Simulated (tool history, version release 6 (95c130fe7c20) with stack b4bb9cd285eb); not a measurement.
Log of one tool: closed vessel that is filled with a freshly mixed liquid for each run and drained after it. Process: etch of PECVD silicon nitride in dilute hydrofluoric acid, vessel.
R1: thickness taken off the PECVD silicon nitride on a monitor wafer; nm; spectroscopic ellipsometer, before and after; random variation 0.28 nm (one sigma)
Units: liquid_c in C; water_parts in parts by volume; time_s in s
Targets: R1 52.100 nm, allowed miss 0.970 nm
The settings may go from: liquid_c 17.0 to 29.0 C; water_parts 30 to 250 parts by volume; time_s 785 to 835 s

{"run": 1, "hour": 0.0, "liquid_c": 21.0, "water_parts": 140, "time_s": 785, "R1": 20.35}
{"run": 2, "hour": 5.1, "liquid_c": 23.5, "water_parts": 140, "time_s": 785, "R1": 24.287}
{"run": 3, "hour": 14.2, "liquid_c": 24.5, "water_parts": 130, "time_s": 785, "R1": 27.886}
{"run": 4, "hour": 22.3, "liquid_c": 24.5, "water_parts": 105, "time_s": 785, "R1": 34.369}
{"run": 5, "hour": 25.4, "liquid_c": 24.5, "water_parts": 105, "time_s": 835, "R1": 36.227}
{"run": 6, "hour": 29.9, "liquid_c": 21.5, "water_parts": 105, "time_s": 835, "R1": 29.803}
{"run": 7, "hour": 38.6, "liquid_c": 22.5, "water_parts": 105, "time_s": 835, "R1": 32.077}
{"run": 8, "hour": 46.7, "liquid_c": 23.5, "water_parts": 105, "time_s": 835, "R1": 34.163}
{"run": 9, "hour": 52.6, "liquid_c": 23.5, "water_parts": 105, "time_s": 835, "R1": 34.311}
{"run": 10, "hour": 56.3, "liquid_c": 24.5, "water_parts": 105, "time_s": 835, "R1": 36.661}
{"run": 11, "hour": 60.8, "liquid_c": 25.0, "water_parts": 105, "time_s": 835, "R1": 38.006}
{"run": 12, "hour": 67.2, "liquid_c": 25.5, "water_parts": 105, "time_s": 835, "R1": 39.006}
{"run": 13, "hour": 73.7, "liquid_c": 26.0, "water_parts": 105, "time_s": 835, "R1": 39.811}
{"run": 14, "hour": 77.5, "liquid_c": 26.5, "water_parts": 105, "time_s": 835, "R1": 41.736}
{"run": 15, "hour": 79.8, "liquid_c": 27.0, "water_parts": 105, "time_s": 835, "R1": 42.853}
{"run": 16, "hour": 85.3, "liquid_c": 27.5, "water_parts": 105, "time_s": 835, "R1": 44.095}
{"run": 17, "hour": 91.2, "liquid_c": 28.5, "water_parts": 100, "time_s": 835, "R1": 49.505}
{"run": 18, "hour": 100.6, "liquid_c": 29.0, "water_parts": 95, "time_s": 835, "R1": 54.198}

5 next moves are on the table. One of them brings every result within its allowed miss. Which?
{"run": "A", "hour": 110.0, "liquid_c": 29.0, "water_parts": 100, "time_s": 810, "R1": "?"}
{"run": "B", "hour": 110.0, "liquid_c": 24.5, "water_parts": 75, "time_s": 810, "R1": "?"}
{"run": "C", "hour": 110.0, "liquid_c": 28.0, "water_parts": 85, "time_s": 835, "R1": "?"}
{"run": "D", "hour": 110.0, "liquid_c": 28.5, "water_parts": 90, "time_s": 810, "R1": "?"}
{"run": "E", "hour": 110.0, "liquid_c": 28.5, "water_parts": 90, "time_s": 785, "R1": "?"}

move=A R1=50.333
move=B R1=49.683
move=C R1=57.139
move=D R1=54.110
move=E R1=52.440
A: takes the result that was furthest off past its target
B: takes the result that was furthest off past its target
C: further off than the last run
D: as far off as the last run
E: meets every target
Answer: E

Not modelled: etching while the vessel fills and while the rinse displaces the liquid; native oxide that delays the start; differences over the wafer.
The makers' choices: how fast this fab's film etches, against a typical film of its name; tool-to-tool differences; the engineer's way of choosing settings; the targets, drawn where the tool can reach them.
